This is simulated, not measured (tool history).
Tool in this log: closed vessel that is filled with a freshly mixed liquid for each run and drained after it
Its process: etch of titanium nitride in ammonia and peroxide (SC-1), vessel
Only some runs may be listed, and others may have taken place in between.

| run | day | temperature setpoint of the liquid (K) | parts of water to one part of 30 % peroxide (parts by volume) | parts of 29 % ammonia solution to one part of 30 % peroxide (parts by volume) | time in the liquid (s) | thickness taken off the titanium nitride on a monitor wafer (angstrom) |
|---|---|---|---|---|---|---|
| 1 | 0.000 | 331.15 | 17.5 | 0.75 | 230 | 251.99 |
| 2 | 0.088 | 331.15 | 13.5 | 0.75 | 230 | 285.42 |
| 3 | 0.171 | 333.65 | 13.5 | 0.75 | 230 | 336.61 |
| 4 | 0.496 | 333.65 | 10.0 | 0.75 | 230 | 394.87 |
|  | 0.825 | new drum of ammonia solution connected |
| 5 | 0.825 | 333.65 | 10.0 | 0.75 | 230 | 402.87 |
| 6 | 1.171 | 328.65 | 10.0 | 0.75 | 230 | 284.69 |
| 7 | 1.196 | 327.15 | 10.0 | 0.75 | 230 | 261.43 |
| 8 | 1.467 | 325.65 | 10.0 | 0.75 | 230 | 236.80 |
| 9 | 1.800 | 324.65 | 10.0 | 0.75 | 230 | 218.12 |
| 10 | 2.162 | 323.65 | 10.0 | 0.75 | 230 | 203.66 |
| 11 | 2.442 | 322.65 | 10.0 | 0.75 | 230 | 190.18 |
| 12 | 2.679 | 322.15 | 10.0 | 0.75 | 230 | 186.14 |

Run 13 has not been measured yet. What should we expect?
| 13 | 2.912 | 321.65 | 10.0 | 0.75 | 230 | ? |

Run 13 measured thickness taken off the titanium nitride on a monitor wafer (angstrom) 174.47.
